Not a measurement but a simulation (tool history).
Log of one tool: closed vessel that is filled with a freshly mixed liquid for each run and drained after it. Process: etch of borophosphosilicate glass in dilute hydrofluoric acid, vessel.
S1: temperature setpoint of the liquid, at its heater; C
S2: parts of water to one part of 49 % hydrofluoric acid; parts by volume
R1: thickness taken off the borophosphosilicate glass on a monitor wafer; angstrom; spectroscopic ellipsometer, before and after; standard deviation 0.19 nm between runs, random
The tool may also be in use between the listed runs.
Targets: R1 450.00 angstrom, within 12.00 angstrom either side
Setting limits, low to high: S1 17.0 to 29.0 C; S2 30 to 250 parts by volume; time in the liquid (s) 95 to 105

Run 1, hour 0.0: S1 21.0 C, S2 140 parts by volume, time in the liquid (s) 95. Result: R1 283.33 angstrom.
Run 2, hour 1.7: S1 21.0 C, S2 165 parts by volume, time in the liquid (s) 95. Result: R1 232.96 angstrom.
Run 3, hour 10.4: S1 21.0 C, S2 125 parts by volume, time in the liquid (s) 95. Result: R1 324.60 angstrom.
Run 4, hour 15.7: S1 21.0 C, S2 125 parts by volume, time in the liquid (s) 105. Result: R1 357.67 angstrom.
Run 5, hour 20.5: S1 21.0 C, S2 125 parts by volume, time in the liquid (s) 105. Result: R1 355.15 angstrom.
Run 6, hour 28.2: S1 21.5 C, S2 125 parts by volume, time in the liquid (s) 105. Result: R1 361.27 angstrom.
Run 7, hour 32.1: S1 22.0 C, S2 125 parts by volume, time in the liquid (s) 105. Result: R1 374.40 angstrom.
Run 8, hour 33.2: S1 22.5 C, S2 125 parts by volume, time in the liquid (s) 105. Result: R1 379.11 angstrom.
At hour 42.5: thermometer replaced.
Run 9, hour 42.5: S1 23.0 C, S2 125 parts by volume, time in the liquid (s) 105. Result: R1 403.57 angstrom.

Consider the 5 candidate settings below. Which is the only one whose results all fall within their allowed miss of target?
Run A, hour 51.8: S1 29.0 C, S2 135 parts by volume, time in the liquid (s) 95. Result: R1 ?.
Run B, hour 51.8: S1 25.0 C, S2 110 parts by volume, time in the liquid (s) 100. Result: R1 ?.
Run C, hour 51.8: S1 24.0 C, S2 110 parts by volume, time in the liquid (s) 105. Result: R1 ?.
Run D, hour 51.8: S1 24.5 C, S2 120 parts by volume, time in the liquid (s) 105. Result: R1 ?.
Run E, hour 51.8: S1 24.0 C, S2 125 parts by volume, time in the liquid (s) 105. Result: R1 ?.

move      R1
   A  421.79
   B  483.46
   C  488.14
   D  450.82
   E  421.93
A: nearer than the last run, and not there yet
B: takes the biggest miss from the last run beyond its target
C: takes the biggest miss from the last run beyond its target
D: meets every target
E: nearer than the last run, and not there yet
Move D is the one to make.

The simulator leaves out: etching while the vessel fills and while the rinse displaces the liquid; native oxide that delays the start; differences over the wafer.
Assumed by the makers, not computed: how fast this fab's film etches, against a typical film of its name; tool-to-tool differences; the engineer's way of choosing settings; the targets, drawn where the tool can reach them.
